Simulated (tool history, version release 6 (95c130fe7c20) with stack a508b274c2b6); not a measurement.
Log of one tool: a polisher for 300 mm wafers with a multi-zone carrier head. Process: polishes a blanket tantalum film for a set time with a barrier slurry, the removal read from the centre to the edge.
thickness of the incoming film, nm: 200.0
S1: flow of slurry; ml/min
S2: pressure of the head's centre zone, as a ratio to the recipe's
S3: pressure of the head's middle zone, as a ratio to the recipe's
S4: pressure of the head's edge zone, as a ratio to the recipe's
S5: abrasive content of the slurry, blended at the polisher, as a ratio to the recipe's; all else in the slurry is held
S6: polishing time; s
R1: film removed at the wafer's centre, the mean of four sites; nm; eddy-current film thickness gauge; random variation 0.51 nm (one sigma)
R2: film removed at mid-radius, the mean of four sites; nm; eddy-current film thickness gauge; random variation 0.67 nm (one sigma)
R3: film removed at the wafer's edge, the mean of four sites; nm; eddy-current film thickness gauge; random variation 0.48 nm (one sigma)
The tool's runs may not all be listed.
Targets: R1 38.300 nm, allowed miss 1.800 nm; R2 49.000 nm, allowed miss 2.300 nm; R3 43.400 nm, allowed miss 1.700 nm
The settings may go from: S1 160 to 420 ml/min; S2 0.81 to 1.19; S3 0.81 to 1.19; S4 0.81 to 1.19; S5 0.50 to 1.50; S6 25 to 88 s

Run 1, hour 0.0: S1 270 ml/min, S2 1.00, S3 1.00, S4 1.00, S5 1.00, S6 56 s. Result: R1 48.253 nm, R2 49.301 nm, R3 49.794 nm.
Run 2, hour 6.2: S1 270 ml/min, S2 1.00, S3 1.00, S4 1.00, S5 1.15, S6 56 s. Result: R1 49.914 nm, R2 52.084 nm, R3 50.787 nm.
Run 3, hour 14.6: S1 270 ml/min, S2 0.98, S3 1.01, S4 0.98, S5 1.10, S6 56 s. Result: R1 48.383 nm, R2 51.538 nm, R3 48.746 nm.
Run 4, hour 17.1: S1 270 ml/min, S2 0.94, S3 1.01, S4 0.98, S5 1.10, S6 56 s. Result: R1 46.841 nm, R2 51.581 nm, R3 49.237 nm.
Run 5, hour 23.1: S1 270 ml/min, S2 0.94, S3 1.01, S4 0.98, S5 1.30, S6 56 s. Result: R1 47.705 nm, R2 52.998 nm, R3 51.961 nm.
Run 6, hour 23.9: S1 270 ml/min, S2 0.94, S3 1.01, S4 0.98, S5 1.30, S6 47 s. Result: R1 40.230 nm, R2 45.484 nm, R3 43.574 nm.
Run 7, hour 31.7: S1 270 ml/min, S2 0.93, S3 1.02, S4 0.98, S5 1.30, S6 47 s. Result: R1 39.073 nm, R2 46.265 nm, R3 43.169 nm.
Run 8, hour 40.3: S1 270 ml/min, S2 0.93, S3 1.03, S4 0.98, S5 1.30, S6 47 s. Result: R1 39.907 nm, R2 45.300 nm, R3 44.218 nm.

5 next moves are on the table. One of them brings every result within its allowed miss. Which?
Run A, hour 48.9: S1 310 ml/min, S2 0.88, S3 0.95, S4 1.02, S5 1.10, S6 49 s. Result: R1 ?, R2 ?, R3 ?.
Run B, hour 48.9: S1 290 ml/min, S2 0.85, S3 1.04, S4 0.88, S5 1.35, S6 48 s. Result: R1 ?, R2 ?, R3 ?.
Run C, hour 48.9: S1 320 ml/min, S2 0.92, S3 1.03, S4 0.85, S5 1.30, S6 49 s. Result: R1 ?, R2 ?, R3 ?.
Run D, hour 48.9: S1 240 ml/min, S2 0.93, S3 0.99, S4 1.05, S5 1.20, S6 46 s. Result: R1 ?, R2 ?, R3 ?.
Run E, hour 48.9: S1 270 ml/min, S2 1.01, S3 1.05, S4 1.19, S5 1.40, S6 40 s. Result: R1 ?, R2 ?, R3 ?.

move      R1      R2      R3
   A  37.978  43.695  44.470
   B  37.726  48.538  42.740
   C  41.752  49.129  42.872
   D  37.498  42.347  42.493
   E  37.431  40.780  41.317
A: further off than the last run
B: meets every target
C: brings the result that was furthest off to its target, and leaves another outside
D: further off than the last run
E: further off than the last run
The right move is B.

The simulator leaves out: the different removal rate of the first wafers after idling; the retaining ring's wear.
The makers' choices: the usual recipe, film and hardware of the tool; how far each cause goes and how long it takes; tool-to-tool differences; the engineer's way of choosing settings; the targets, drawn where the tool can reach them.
